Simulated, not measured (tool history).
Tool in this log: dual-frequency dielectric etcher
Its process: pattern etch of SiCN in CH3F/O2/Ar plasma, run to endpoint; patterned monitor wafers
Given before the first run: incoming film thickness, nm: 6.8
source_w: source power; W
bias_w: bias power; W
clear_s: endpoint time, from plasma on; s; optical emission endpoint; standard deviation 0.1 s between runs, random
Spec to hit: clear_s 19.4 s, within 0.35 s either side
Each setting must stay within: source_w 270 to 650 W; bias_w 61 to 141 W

run,hour,source_w,bias_w,clear_s
1,0,460,101,17.201
2,4.1,530,101,15.865
3,9.8,490,100,16.83
4,16.1,520,100,16.149
5,21.9,480,99,17.223
6,24.9,460,99,17.294
7,30.9,360,90,21.341
8,37.5,430,91,18.832

Which of these 5 next moves meets every target?
A,44.1,430,95,?
B,44.1,420,85,?
C,44.1,480,87,?
D,44.1,400,88,?
E,44.1,380,100,?

move,clear_s
A,18.683
B,20.276
C,18.491
D,20.446
E,19.541
A: moves away from the targets compared with the last run
B: pushes the last run's worst result past its target
C: moves away from the targets compared with the last run
D: pushes the last run's worst result past its target
E: each result inside its tolerance
So the answer is move E, the one that meets all the targets.
